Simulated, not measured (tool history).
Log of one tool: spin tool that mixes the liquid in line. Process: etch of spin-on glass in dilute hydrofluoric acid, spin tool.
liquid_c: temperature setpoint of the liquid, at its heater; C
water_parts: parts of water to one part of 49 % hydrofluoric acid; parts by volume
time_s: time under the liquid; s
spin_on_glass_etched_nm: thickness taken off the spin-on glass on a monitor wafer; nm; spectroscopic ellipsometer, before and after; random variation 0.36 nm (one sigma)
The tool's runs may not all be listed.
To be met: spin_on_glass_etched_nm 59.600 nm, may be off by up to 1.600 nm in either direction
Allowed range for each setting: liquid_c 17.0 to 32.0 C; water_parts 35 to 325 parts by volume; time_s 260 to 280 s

Run 1, hour 0.0: liquid_c 24.0 C, water_parts 180 parts by volume, time_s 260 s. Result: spin_on_glass_etched_nm 35.325 nm.
Run 2, hour 2.8: liquid_c 24.0 C, water_parts 180 parts by volume, time_s 260 s. Result: spin_on_glass_etched_nm 35.235 nm.
Run 3, hour 3.4: liquid_c 24.0 C, water_parts 180 parts by volume, time_s 280 s. Result: spin_on_glass_etched_nm 37.816 nm.
Run 4, hour 9.8: liquid_c 26.5 C, water_parts 170 parts by volume, time_s 280 s. Result: spin_on_glass_etched_nm 44.620 nm.
Run 5, hour 15.9: liquid_c 28.0 C, water_parts 165 parts by volume, time_s 280 s. Result: spin_on_glass_etched_nm 48.597 nm.
Run 6, hour 20.6: liquid_c 28.0 C, water_parts 120 parts by volume, time_s 280 s. Result: spin_on_glass_etched_nm 70.817 nm.
Run 7, hour 28.0: liquid_c 26.5 C, water_parts 120 parts by volume, time_s 280 s. Result: spin_on_glass_etched_nm 67.669 nm.
Run 8, hour 29.3: liquid_c 22.5 C, water_parts 125 parts by volume, time_s 280 s. Result: spin_on_glass_etched_nm 55.574 nm.
Run 9, hour 36.7: liquid_c 23.0 C, water_parts 125 parts by volume, time_s 280 s. Result: spin_on_glass_etched_nm 56.183 nm.
Run 10, hour 43.0: liquid_c 23.5 C, water_parts 125 parts by volume, time_s 280 s. Result: spin_on_glass_etched_nm 57.520 nm.

Which of these 4 next moves meets every target?
Run A, hour 49.3: liquid_c 25.5 C, water_parts 120 parts by volume, time_s 260 s. Result: spin_on_glass_etched_nm ?.
Run B, hour 49.3: liquid_c 22.5 C, water_parts 125 parts by volume, time_s 280 s. Result: spin_on_glass_etched_nm ?.
Run C, hour 49.3: liquid_c 23.5 C, water_parts 130 parts by volume, time_s 280 s. Result: spin_on_glass_etched_nm ?.
Run D, hour 49.3: liquid_c 21.0 C, water_parts 115 parts by volume, time_s 280 s. Result: spin_on_glass_etched_nm ?.

move  spin_on_glass_etched_nm
   A                   59.774
   B                   54.652
   C                   54.338
   D                   56.590
A: meets every target
B: further off than the last run
C: further off than the last run
D: further off than the last run
The right move is A.

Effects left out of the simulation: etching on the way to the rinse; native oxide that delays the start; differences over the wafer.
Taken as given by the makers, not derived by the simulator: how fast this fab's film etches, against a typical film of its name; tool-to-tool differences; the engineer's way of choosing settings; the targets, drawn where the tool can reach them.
